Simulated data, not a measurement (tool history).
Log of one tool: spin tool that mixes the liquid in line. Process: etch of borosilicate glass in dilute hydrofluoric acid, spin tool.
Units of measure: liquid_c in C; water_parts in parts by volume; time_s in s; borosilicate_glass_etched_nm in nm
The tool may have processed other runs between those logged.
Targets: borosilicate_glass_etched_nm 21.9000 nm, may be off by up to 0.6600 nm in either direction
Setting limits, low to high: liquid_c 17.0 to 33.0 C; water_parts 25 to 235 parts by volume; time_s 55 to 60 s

Run 1, day 0.000: liquid_c 25.0 C, water_parts 130 parts by volume, time_s 55 s. Result: borosilicate_glass_etched_nm 13.8730 nm.
Run 2, day 0.133: liquid_c 25.0 C, water_parts 175 parts by volume, time_s 55 s. Result: borosilicate_glass_etched_nm 9.7738 nm.
Run 3, day 0.379: liquid_c 26.5 C, water_parts 175 parts by volume, time_s 55 s. Result: borosilicate_glass_etched_nm 10.3220 nm.
Run 4, day 0.612: liquid_c 26.5 C, water_parts 140 parts by volume, time_s 55 s. Result: borosilicate_glass_etched_nm 13.5530 nm.
Run 5, day 0.804: liquid_c 27.0 C, water_parts 135 parts by volume, time_s 55 s. Result: borosilicate_glass_etched_nm 14.3520 nm.
Run 6, day 0.875: liquid_c 24.5 C, water_parts 135 parts by volume, time_s 55 s. Result: borosilicate_glass_etched_nm 13.0270 nm.
Run 7, day 1.208: liquid_c 24.5 C, water_parts 135 parts by volume, time_s 55 s. Result: borosilicate_glass_etched_nm 13.0010 nm.
Run 8, day 1.454: liquid_c 25.5 C, water_parts 130 parts by volume, time_s 55 s. Result: borosilicate_glass_etched_nm 14.3290 nm.
Run 9, day 1.608: liquid_c 26.0 C, water_parts 130 parts by volume, time_s 55 s. Result: borosilicate_glass_etched_nm 14.3490 nm.
Run 10, day 1.762: liquid_c 26.5 C, water_parts 125 parts by volume, time_s 55 s. Result: borosilicate_glass_etched_nm 15.4060 nm.
Run 11, day 1.879: liquid_c 27.0 C, water_parts 125 parts by volume, time_s 55 s. Result: borosilicate_glass_etched_nm 15.5500 nm.

Exactly one of the 4 candidate moves below puts every result within its allowed miss. Which one?
Run A, day 1.996: liquid_c 26.5 C, water_parts 115 parts by volume, time_s 60 s. Result: borosilicate_glass_etched_nm ?.
Run B, day 1.996: liquid_c 25.0 C, water_parts 80 parts by volume, time_s 60 s. Result: borosilicate_glass_etched_nm ?.
Run C, day 1.996: liquid_c 29.5 C, water_parts 95 parts by volume, time_s 60 s. Result: borosilicate_glass_etched_nm ?.
Run D, day 1.996: liquid_c 29.5 C, water_parts 110 parts by volume, time_s 60 s. Result: borosilicate_glass_etched_nm ?.

move  borosilicate_glass_etched_nm
   A                       18.4320
   B                       26.1380
   C                       25.6890
   D                       21.7270
A: nearer the targets than the last run, but a result is still out of spec
B: takes the biggest miss from the last run beyond its target
C: takes the biggest miss from the last run beyond its target
D: every result within its allowed miss
Answer: D
